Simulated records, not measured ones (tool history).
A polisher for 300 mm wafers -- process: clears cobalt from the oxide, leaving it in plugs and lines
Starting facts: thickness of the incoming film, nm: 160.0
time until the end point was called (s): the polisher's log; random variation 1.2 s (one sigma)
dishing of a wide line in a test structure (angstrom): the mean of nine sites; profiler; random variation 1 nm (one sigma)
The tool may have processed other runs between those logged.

run,day,flow of slurry (ml/min),pressure of the wafer on the pad (kPa),speed of the pad under the wafer (m/s),overpolish time after the end point (s),time until the end point was called (s),dishing of a wide line in a test structure (angstrom)
1,0,295,13.8,0.96,24,41.069,562.09
2,0.112,295,13.8,1.18,24,33.3,609.13
3,0.408,295,11.7,1.18,24,39.73,548.95
4,0.762,295,11.7,1.04,24,43.107,533.17
5,0.95,295,10.3,0.98,25,50.94,508.86
6,1.183,345,10.3,0.98,25,49.877,510.96
7,1.433,345,9.7,0.96,25,53.867,500.23
8,1.517,345,9,0.94,25,59.541,442.37
9,1.867,345,8.3,0.94,26,62.655,464.16

What does the tool deliver on the next run?
10,1.992,345,7.6,0.94,26,?,?

{"run 10": {"time until the end point was called (s)": 67.966, "dishing of a wide line in a test structure (angstrom)": 420.07}}
